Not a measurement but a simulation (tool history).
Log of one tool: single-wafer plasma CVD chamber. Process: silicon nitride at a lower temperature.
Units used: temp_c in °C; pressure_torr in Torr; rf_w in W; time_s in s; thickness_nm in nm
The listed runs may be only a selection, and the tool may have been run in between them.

{"run": 1, "hour": 0.0, "temp_c": 375, "pressure_torr": 1.98, "rf_w": 325, "time_s": 43.7, "thickness_nm": 56.874}
{"run": 2, "hour": 4.2, "temp_c": 375, "pressure_torr": 1.88, "rf_w": 315, "time_s": 43.7, "thickness_nm": 54.728}
{"run": 3, "hour": 4.7, "temp_c": 375, "pressure_torr": 1.88, "rf_w": 345, "time_s": 43.7, "thickness_nm": 58.172}
{"run": 4, "hour": 5.5, "temp_c": 375, "pressure_torr": 1.88, "rf_w": 345, "time_s": 45.1, "thickness_nm": 59.839}
{"run": 5, "hour": 9.4, "temp_c": 375, "pressure_torr": 1.78, "rf_w": 330, "time_s": 44.9, "thickness_nm": 57.139}
{"run": 6, "hour": 15.8, "temp_c": 375, "pressure_torr": 1.78, "rf_w": 355, "time_s": 44.9, "thickness_nm": 59.871}
{"run": 7, "hour": 16.4, "temp_c": 375, "pressure_torr": 1.7, "rf_w": 340, "time_s": 44.7, "thickness_nm": 57.391}

Expected results for the next run?
{"run": 8, "hour": 17.5, "temp_c": 375, "pressure_torr": 1.63, "rf_w": 330, "time_s": 44.5, "thickness_nm": "?"}

{"run 8": {"thickness_nm": 56.037}}
